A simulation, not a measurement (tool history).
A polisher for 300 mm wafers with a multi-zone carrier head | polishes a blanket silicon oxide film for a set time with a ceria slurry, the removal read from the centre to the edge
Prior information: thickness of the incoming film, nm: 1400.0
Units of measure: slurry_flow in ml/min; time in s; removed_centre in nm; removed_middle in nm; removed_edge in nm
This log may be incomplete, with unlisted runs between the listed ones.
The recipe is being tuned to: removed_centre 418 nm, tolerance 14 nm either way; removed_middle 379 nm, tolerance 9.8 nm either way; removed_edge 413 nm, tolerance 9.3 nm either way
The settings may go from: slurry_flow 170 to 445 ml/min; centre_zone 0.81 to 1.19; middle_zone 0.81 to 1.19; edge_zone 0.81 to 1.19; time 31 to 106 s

run	hour	slurry_flow	centre_zone	middle_zone	edge_zone	time	removed_centre	removed_middle	removed_edge
1	0	285	1	1	1	68	339.27	352.51	333.93
2	7.6	285	1	1	1	58	286.14	298.66	284.31
3	11.6	285	1	1.08	1	58	288.74	318.71	287.97
4	17.3	285	1	1.08	0.96	58	284.3	321.59	284.17
5	22.8	285	1	1.08	0.96	49	244.76	270.93	236.73
6	29	320	1	1.08	0.96	49	242.3	279.23	241.7
7	34.1	305	1.01	1.06	1	54	278.06	295.74	266.5
8	36.8	285	1.01	1.04	1.04	59	292.9	312.77	296.38
9	39.4	270	1.03	1.03	1.07	62	316.95	323.41	311.66
10	43.6	265	1.03	1.01	1.09	65	325.98	335.61	331.78
11	46.4	265	1.04	0.99	1.11	67	342.16	343.62	344.81
12	50.5	265	1.05	0.97	1.13	69	358.72	349.05	348.7
13	55.2	265	1.05	0.97	1.13	69	352.85	348.82	353.57
14	57.6	255	1.06	0.95	1.14	71	366.93	351.02	363.13
15	61.6	255	1.06	0.94	1.15	73	380.14	355.11	374.98

Exercise: of the 4 proposed moves below, exactly one satisfies all targets within the stated allowed misses. Which move is it?
A	65.6	315	1.08	0.92	1.19	78	?	?	?
B	65.6	180	1.1	1.03	1.19	82	?	?	?
C	65.6	210	1.13	0.93	1.16	77	?	?	?
D	65.6	210	1.01	0.95	1.13	80	?	?	?

move	removed_centre	removed_middle	removed_edge
A	422.07	378.61	415.26
B	413.76	403.81	410.42
C	411.53	357.76	390.27
D	381.91	378.62	401.56
A: every result lands within tolerance
B: brings the result that was furthest off to its target, and leaves another outside
C: nearer the targets than the last run, but a result is still out of spec
D: nearer the targets than the last run, but a result is still out of spec
Correct choice: A, which meets every target

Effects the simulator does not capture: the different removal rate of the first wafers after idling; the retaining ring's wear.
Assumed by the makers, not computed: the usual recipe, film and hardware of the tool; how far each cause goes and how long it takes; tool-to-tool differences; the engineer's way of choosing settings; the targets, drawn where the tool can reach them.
